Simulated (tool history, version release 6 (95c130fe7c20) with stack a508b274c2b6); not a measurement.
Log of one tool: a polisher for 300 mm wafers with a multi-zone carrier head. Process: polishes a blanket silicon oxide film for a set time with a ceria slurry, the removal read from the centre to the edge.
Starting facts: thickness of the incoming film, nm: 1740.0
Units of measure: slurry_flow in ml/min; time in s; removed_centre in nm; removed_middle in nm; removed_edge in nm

| run | day | slurry_flow | centre_zone | middle_zone | edge_zone | time | removed_centre | removed_middle | removed_edge |
|---|---|---|---|---|---|---|---|---|---|
| 1 | 0 | 185 | 1 | 1 | 1 | 33 | 225.26 | 216.81 | 217.49 |
| 2 | 0.125 | 180 | 0.98 | 1 | 1 | 31 | 206.37 | 204.4 | 200.92 |
| 3 | 0.296 | 175 | 0.96 | 1 | 1.01 | 30 | 190.92 | 196.64 | 201.12 |
| 4 | 0.558 | 170 | 0.94 | 0.99 | 0.99 | 29 | 178.23 | 186.81 | 188.5 |
| 5 | 0.879 | 165 | 0.92 | 0.98 | 0.97 | 28 | 169.7 | 178.86 | 180.55 |
| 6 | 1.058 | 165 | 0.92 | 0.95 | 0.97 | 28 | 167.88 | 172.75 | 178.77 |
| 7 | 1.121 | 160 | 0.91 | 0.95 | 0.96 | 27 | 162.09 | 165.43 | 174.28 |
| 8 | 1.496 | 165 | 0.81 | 1.05 | 0.97 | 17 | 89.968 | 115.32 | 108.8 |
| 9 | 1.646 | 170 | 0.82 | 1.05 | 0.99 | 17 | 92 | 114.65 | 109.63 |
| 10 | 2 | 170 | 0.82 | 1.05 | 0.99 | 17 | 92.607 | 114.62 | 109.18 |
| 11 | 2.046 | 165 | 0.82 | 1.05 | 1 | 18 | 99.127 | 121.23 | 114.51 |
| 12 | 2.1 | 170 | 0.82 | 1.04 | 1 | 18 | 97.684 | 121.24 | 115.67 |
| 13 | 2.146 | 175 | 0.82 | 1.03 | 1.02 | 18 | 99.292 | 121.65 | 118.82 |
| 14 | 2.221 | 180 | 0.82 | 1.03 | 1.03 | 18 | 97.556 | 120.39 | 119.67 |
| 15 | 2.267 | 185 | 0.83 | 1.03 | 1.04 | 18 | 99.128 | 122.7 | 121.29 |
| 16 | 2.633 | 190 | 0.84 | 1.03 | 1.05 | 18 | 101.09 | 122.49 | 119 |
| 17 | 2.812 | 190 | 0.84 | 1.03 | 1.06 | 18 | 100.68 | 121.33 | 121.17 |

Estimate the outcome of run 18 from the log above:
| 18 | 3.162 | 195 | 0.84 | 1.03 | 1.07 | 18 | ? | ? | ? |

{"run 18": {"removed_centre": 105.32, "removed_middle": 123.26, "removed_edge": 121.46}}
